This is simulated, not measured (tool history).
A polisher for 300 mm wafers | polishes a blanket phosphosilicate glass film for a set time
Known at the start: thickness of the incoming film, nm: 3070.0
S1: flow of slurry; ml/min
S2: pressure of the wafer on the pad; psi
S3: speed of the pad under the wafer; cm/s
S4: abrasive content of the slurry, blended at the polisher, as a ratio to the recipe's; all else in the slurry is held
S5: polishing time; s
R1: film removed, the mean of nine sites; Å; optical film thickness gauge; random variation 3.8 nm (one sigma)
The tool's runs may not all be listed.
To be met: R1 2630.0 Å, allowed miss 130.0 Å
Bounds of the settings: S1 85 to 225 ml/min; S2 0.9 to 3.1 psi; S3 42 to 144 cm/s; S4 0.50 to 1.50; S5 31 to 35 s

{"run": 1, "hour": 0.0, "S1": 145, "S2": 2.0, "S3": 92, "S4": 1.0, "S5": 35, "R1": 2028.1}
{"run": 2, "hour": 2.0, "S1": 145, "S2": 2.0, "S3": 76, "S4": 1.0, "S5": 35, "R1": 1857.3}
{"run": 3, "hour": 5.3, "S1": 145, "S2": 2.1, "S3": 76, "S4": 1.0, "S5": 35, "R1": 1948.9}
{"run": 4, "hour": 12.9, "S1": 145, "S2": 1.7, "S3": 76, "S4": 1.0, "S5": 35, "R1": 1563.0}
{"run": 5, "hour": 19.1, "S1": 145, "S2": 1.7, "S3": 90, "S4": 1.0, "S5": 35, "R1": 1742.8}
{"hour": 22.5, "done": "head pressure recalibrated"}
{"run": 6, "hour": 22.5, "S1": 145, "S2": 1.4, "S3": 90, "S4": 1.0, "S5": 35, "R1": 1363.9}
{"run": 7, "hour": 24.0, "S1": 145, "S2": 1.6, "S3": 90, "S4": 1.0, "S5": 35, "R1": 1556.0}
{"run": 8, "hour": 29.1, "S1": 145, "S2": 1.8, "S3": 90, "S4": 1.0, "S5": 35, "R1": 1757.2}
{"run": 9, "hour": 29.9, "S1": 145, "S2": 1.9, "S3": 90, "S4": 1.0, "S5": 35, "R1": 1839.5}
{"run": 10, "hour": 38.5, "S1": 145, "S2": 2.0, "S3": 90, "S4": 1.0, "S5": 35, "R1": 1902.2}

5 next moves are on the table. One of them brings every result within its allowed miss. Which?
{"run": "A", "hour": 47.1, "S1": 170, "S2": 2.2, "S3": 138, "S4": 1.05, "S5": 35, "R1": "?"}
{"run": "B", "hour": 47.1, "S1": 175, "S2": 2.6, "S3": 88, "S4": 1.05, "S5": 35, "R1": "?"}
{"run": "C", "hour": 47.1, "S1": 150, "S2": 2.1, "S3": 100, "S4": 1.05, "S5": 35, "R1": "?"}
{"run": "D", "hour": 47.1, "S1": 100, "S2": 2.4, "S3": 114, "S4": 1.3, "S5": 35, "R1": "?"}
{"run": "E", "hour": 47.1, "S1": 165, "S2": 2.6, "S3": 104, "S4": 1.05, "S5": 35, "R1": "?"}

move=A R1=2979.3
move=B R1=2603.7
move=C R1=2249.3
move=D R1=2924.4
move=E R1=2881.4
A: takes the result that was furthest off past its target
B: meets every target
C: nearer than the last run, and not there yet
D: takes the result that was furthest off past its target
E: takes the result that was furthest off past its target
The right move is B.

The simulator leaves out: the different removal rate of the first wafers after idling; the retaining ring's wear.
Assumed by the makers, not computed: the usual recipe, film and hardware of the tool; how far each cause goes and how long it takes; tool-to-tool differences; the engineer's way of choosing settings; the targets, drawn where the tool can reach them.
